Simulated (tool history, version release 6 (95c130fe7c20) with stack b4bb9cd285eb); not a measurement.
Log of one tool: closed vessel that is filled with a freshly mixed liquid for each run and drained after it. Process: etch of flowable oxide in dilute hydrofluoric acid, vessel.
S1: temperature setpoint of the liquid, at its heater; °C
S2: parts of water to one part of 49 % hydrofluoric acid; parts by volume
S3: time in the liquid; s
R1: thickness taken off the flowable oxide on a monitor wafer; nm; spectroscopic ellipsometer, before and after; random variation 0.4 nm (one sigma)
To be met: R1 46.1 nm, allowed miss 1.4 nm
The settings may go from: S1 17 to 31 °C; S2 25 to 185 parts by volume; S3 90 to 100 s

run,hour,S1,S2,S3,R1
1,0,23,105,90,27.827
2,7.2,20,105,90,24.464
3,11.4,17,105,90,21.689
4,13.7,19.5,100,90,25.155
5,22.6,19.5,100,100,28.347
6,29.5,19.5,100,100,28.665
7,37.9,21.5,100,100,30.177
8,41.4,23,95,100,34.774
9,44.6,24,95,100,35.483
10,49.5,25,95,100,36.995
11,50.4,26,95,100,39.08

5 next moves are on the table. One of them brings every result within its allowed miss. Which?
A,51.3,25.5,65,90,?
B,51.3,26,75,100,?
C,51.3,24.5,70,100,?
D,51.3,23.5,70,100,?
E,51.3,28,80,90,?

move,R1
A,52.75
B,51.129
C,51.932
D,49.87
E,46.346
A: takes the result that was furthest off past its target
B: takes the result that was furthest off past its target
C: takes the result that was furthest off past its target
D: takes the result that was furthest off past its target
E: meets every target
The right move is E.
